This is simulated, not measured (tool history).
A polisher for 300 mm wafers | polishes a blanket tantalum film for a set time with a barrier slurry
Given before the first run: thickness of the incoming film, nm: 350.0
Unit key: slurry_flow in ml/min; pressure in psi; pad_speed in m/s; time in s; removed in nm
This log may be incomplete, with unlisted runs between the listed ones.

{"run": 1, "hour": 0.0, "slurry_flow": 165, "pressure": 2.0, "pad_speed": 0.88, "slurry_solids": 1.0, "time": 41, "removed": 46.666}
{"run": 2, "hour": 7.4, "slurry_flow": 155, "pressure": 1.7, "pad_speed": 0.88, "slurry_solids": 1.0, "time": 41, "removed": 40.56}
{"run": 3, "hour": 8.5, "slurry_flow": 155, "pressure": 1.7, "pad_speed": 0.8, "slurry_solids": 1.0, "time": 41, "removed": 36.403}
{"run": 4, "hour": 17.1, "slurry_flow": 155, "pressure": 1.7, "pad_speed": 0.8, "slurry_solids": 1.0, "time": 42, "removed": 37.451}
{"run": 5, "hour": 21.2, "slurry_flow": 150, "pressure": 1.6, "pad_speed": 0.8, "slurry_solids": 1.0, "time": 42, "removed": 35.216}
{"run": 6, "hour": 24.2, "slurry_flow": 150, "pressure": 1.6, "pad_speed": 0.8, "slurry_solids": 1.1, "time": 42, "removed": 36.803}
{"run": 7, "hour": 27.2, "slurry_flow": 145, "pressure": 1.5, "pad_speed": 0.8, "slurry_solids": 1.1, "time": 42, "removed": 34.074}

What will run 8 give?
{"run": 8, "hour": 32.4, "slurry_flow": 135, "pressure": 1.4, "pad_speed": 0.8, "slurry_solids": 1.1, "time": 42, "removed": "?"}

For run 8 the tool returned removed 31.763 nm.

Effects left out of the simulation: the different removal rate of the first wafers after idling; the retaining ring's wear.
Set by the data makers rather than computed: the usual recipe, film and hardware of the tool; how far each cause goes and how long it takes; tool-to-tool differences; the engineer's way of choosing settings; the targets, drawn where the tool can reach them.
